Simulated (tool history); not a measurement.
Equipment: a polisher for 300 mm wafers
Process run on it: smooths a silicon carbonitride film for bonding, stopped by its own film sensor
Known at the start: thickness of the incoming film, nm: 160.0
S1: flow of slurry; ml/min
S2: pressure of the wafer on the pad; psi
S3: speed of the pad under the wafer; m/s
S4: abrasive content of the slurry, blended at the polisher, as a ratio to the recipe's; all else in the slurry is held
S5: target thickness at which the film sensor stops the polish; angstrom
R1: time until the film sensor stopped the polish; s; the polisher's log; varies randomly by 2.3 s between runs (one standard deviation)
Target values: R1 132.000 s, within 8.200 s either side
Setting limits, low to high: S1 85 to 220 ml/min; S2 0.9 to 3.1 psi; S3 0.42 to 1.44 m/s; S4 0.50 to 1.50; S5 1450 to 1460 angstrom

Run 1, hour 0.0: S1 140 ml/min, S2 2.0 psi, S3 0.92 m/s, S4 1.00, S5 1450 angstrom. Result: R1 64.601 s.
Run 2, hour 6.4: S1 140 ml/min, S2 2.0 psi, S3 0.92 m/s, S4 1.15, S5 1450 angstrom. Result: R1 60.532 s.
Run 3, hour 10.9: S1 140 ml/min, S2 1.7 psi, S3 0.92 m/s, S4 1.15, S5 1450 angstrom. Result: R1 70.317 s.
Run 4, hour 18.1: S1 140 ml/min, S2 1.5 psi, S3 0.84 m/s, S4 1.15, S5 1450 angstrom. Result: R1 83.508 s.
Run 5, hour 23.3: S1 140 ml/min, S2 1.9 psi, S3 0.84 m/s, S4 1.15, S5 1450 angstrom. Result: R1 68.148 s.
Run 6, hour 30.8: S1 140 ml/min, S2 1.6 psi, S3 0.78 m/s, S4 1.15, S5 1450 angstrom. Result: R1 84.073 s.
Run 7, hour 32.0: S1 140 ml/min, S2 1.4 psi, S3 0.74 m/s, S4 1.15, S5 1450 angstrom. Result: R1 101.390 s.
Run 8, hour 36.4: S1 140 ml/min, S2 0.9 psi, S3 0.72 m/s, S4 1.15, S5 1450 angstrom. Result: R1 154.910 s.

Exercise: of the 4 proposed moves below, exactly one satisfies all targets within the stated allowed misses. Which move is it?
Run A, hour 40.8: S1 155 ml/min, S2 1.0 psi, S3 0.96 m/s, S4 1.20, S5 1450 angstrom. Result: R1 ?.
Run B, hour 40.8: S1 180 ml/min, S2 0.9 psi, S3 0.64 m/s, S4 0.95, S5 1450 angstrom. Result: R1 ?.
Run C, hour 40.8: S1 140 ml/min, S2 1.1 psi, S3 0.52 m/s, S4 1.15, S5 1460 angstrom. Result: R1 ?.
Run D, hour 40.8: S1 110 ml/min, S2 1.3 psi, S3 0.58 m/s, S4 1.10, S5 1450 angstrom. Result: R1 ?.

move       R1
   A  105.680
   B  176.250
   C  146.270
   D  133.430
A: takes the biggest miss from the last run beyond its target
B: lands further from the targets than the last run did
C: closes in on the targets versus the last run, not all within tolerance yet
D: every result lands within tolerance
Move D is the one to make.

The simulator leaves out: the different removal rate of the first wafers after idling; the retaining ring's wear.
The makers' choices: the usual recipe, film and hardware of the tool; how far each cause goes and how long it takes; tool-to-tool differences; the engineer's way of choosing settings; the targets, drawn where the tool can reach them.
